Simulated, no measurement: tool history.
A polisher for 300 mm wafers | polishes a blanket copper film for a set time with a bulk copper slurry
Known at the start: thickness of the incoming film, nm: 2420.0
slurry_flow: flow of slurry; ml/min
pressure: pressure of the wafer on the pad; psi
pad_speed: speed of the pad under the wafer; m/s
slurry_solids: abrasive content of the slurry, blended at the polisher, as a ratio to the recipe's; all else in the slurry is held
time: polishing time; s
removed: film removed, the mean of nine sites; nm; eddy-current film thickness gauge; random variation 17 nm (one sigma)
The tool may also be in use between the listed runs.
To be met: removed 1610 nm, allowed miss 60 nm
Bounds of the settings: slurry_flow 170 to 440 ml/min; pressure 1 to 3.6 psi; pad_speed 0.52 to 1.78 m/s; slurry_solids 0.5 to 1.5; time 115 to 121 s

run  hour  slurry_flow  pressure  pad_speed  slurry_solids  time  removed
  1     0          280       2.3       1.14              1   115   1067.3
  2   4.6          280       2.3       1.14           1.15   115   1113.5
  3   7.6          280       2.3       1.14           1.15   115   1106.2
  4  15.4          280       2.5       1.14           1.15   115   1199.3
  5  21.1          280       2.7       1.14           1.15   115   1273.9
  6  22.9          335       2.7       1.14           1.15   115   1296.9
  7  26.7          335       2.8       1.14           1.15   115   1331.7
  8  35.2          335       2.9       1.14           1.15   115   1399.3

4 next moves are on the table. One of them brings every result within its allowed miss. Which?
  A  43.7          215       3.4        1.3              1   118        ?
  B  43.7          405       2.9          1            1.1   115        ?
  C  43.7          380       3.1       1.02           1.35   117        ?
  D  43.7          380         3       1.28              1   121        ?

move  removed
   A   1710.3
   B     1238
   C   1431.4
   D   1601.9
A: takes the result that was furthest off past its target
B: further off than the last run
C: nearer than the last run, and not there yet
D: meets every target
Move D is the one to make.
